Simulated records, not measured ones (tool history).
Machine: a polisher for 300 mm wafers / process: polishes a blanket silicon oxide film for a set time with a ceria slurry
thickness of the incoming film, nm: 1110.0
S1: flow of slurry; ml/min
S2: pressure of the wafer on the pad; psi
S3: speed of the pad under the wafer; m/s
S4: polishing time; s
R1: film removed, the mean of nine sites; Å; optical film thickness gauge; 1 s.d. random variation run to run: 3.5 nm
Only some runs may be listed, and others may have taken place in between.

run 1 day=0 | S1=150 S2=2.9 S3=1.08 S4=101 | R1=5406.3
run 2 day=0.112 | S1=150 S2=2.4 S3=1.04 S4=101 | R1=4309.2
run 3 day=0.479 | S1=150 S2=2 S3=1.02 S4=101 | R1=3611.2
run 4 day=0.621 | S1=150 S2=2 S3=1.2 S4=101 | R1=4150.5
run 5 day=0.933 | S1=150 S2=2 S3=0.98 S4=101 | R1=3370.6
run 6 day=1.088 | S1=150 S2=1.8 S3=0.98 S4=101 | R1=3086.6

Predict the results of run 7:
run 7 day=1.254 | S1=145 S2=1.4 S3=0.98 S4=101 | R1=?

R1: 2443.5 Å

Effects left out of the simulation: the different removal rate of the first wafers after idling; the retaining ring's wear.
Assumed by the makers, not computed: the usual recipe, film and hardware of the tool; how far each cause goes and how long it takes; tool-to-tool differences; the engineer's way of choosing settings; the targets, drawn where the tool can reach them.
